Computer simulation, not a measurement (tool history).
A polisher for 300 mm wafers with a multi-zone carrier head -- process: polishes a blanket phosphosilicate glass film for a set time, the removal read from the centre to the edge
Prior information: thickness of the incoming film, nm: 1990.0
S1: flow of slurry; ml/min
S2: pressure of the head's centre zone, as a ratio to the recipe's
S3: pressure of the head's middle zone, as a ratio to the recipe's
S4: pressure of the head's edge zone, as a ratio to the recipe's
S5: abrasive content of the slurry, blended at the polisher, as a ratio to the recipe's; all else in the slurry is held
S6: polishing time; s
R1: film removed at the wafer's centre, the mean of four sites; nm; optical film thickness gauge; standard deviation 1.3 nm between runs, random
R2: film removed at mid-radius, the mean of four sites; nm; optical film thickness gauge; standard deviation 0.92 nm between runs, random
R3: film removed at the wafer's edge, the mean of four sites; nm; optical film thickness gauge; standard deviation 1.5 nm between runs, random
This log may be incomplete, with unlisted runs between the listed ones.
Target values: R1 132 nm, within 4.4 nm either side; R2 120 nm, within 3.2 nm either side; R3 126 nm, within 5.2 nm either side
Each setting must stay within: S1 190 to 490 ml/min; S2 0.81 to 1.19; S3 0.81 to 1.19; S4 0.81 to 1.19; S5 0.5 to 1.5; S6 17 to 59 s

run  hour   S1    S2    S3    S4    S5  S6      R1      R2      R3
  1     0  315     1     1     1     1  38   206.9  199.03  203.25
  2     4  315     1     1  1.03     1  38  211.34  200.66   206.6
  3   7.1  315     1     1  1.03     1  44  242.88   233.8  239.89
  4   7.9  315     1     1  1.03     1  35  192.19  184.42  189.41
  5   8.8  315     1  1.04  1.03     1  35  193.18  191.17  187.69
  6   9.8  315     1  1.02  1.01   0.9  34  177.47  174.63  173.45
  7  18.7  315  1.01     1  0.99   0.8  33  163.28  159.76   156.8
  8  26.9  310  1.01  0.96  0.97  0.75  33  157.36   146.6  152.26
  9  29.5  310  1.01  0.95  0.94   0.7  33  153.55  140.77  145.24
 10  34.9  310     1  0.94  0.92  0.65  33  145.91   134.5  136.71
 11  40.2  305  0.99  0.92   0.9  0.65  33  142.31  131.47  136.49
 12  44.8  300  0.99  0.91  0.88  0.65  33   145.9  128.64  133.16
 13    50  275   0.9  0.87  0.85   0.6  33  123.73  119.26  127.91
 14    52  280  0.91  0.87  0.85   0.6  33  127.33   119.1  125.27
 15  54.4  285  0.92  0.87  0.85   0.6  33  130.22  119.37  124.26

Which single option among these 5 for the next run brings every result within its allowed miss of target? Just one does.
  A  56.8  190  1.04  0.96  0.86  0.55  33   ?   ?   ?
  B  56.8  275  0.91  0.93  0.81   0.8  28   ?   ?   ?
  C  56.8  355  0.91  0.92  0.82  0.55  33   ?   ?   ?
  D  56.8  325  0.91  0.84  0.81   0.6  34   ?   ?   ?
  E  56.8  385  0.93  0.88  0.86  0.55  32   ?   ?   ?

move      R1      R2      R3
   A  129.96  117.01  115.92
   B  125.02   124.7  121.77
   C   124.4  122.62  120.74
   D  133.26  122.01  129.21
   E   124.2  115.36  120.28
A: puts the biggest miss on target and leaves a different result outside tolerance
B: the biggest miss grows against the last run
C: the biggest miss grows against the last run
D: in spec on every target
E: the biggest miss grows against the last run
Answer: D

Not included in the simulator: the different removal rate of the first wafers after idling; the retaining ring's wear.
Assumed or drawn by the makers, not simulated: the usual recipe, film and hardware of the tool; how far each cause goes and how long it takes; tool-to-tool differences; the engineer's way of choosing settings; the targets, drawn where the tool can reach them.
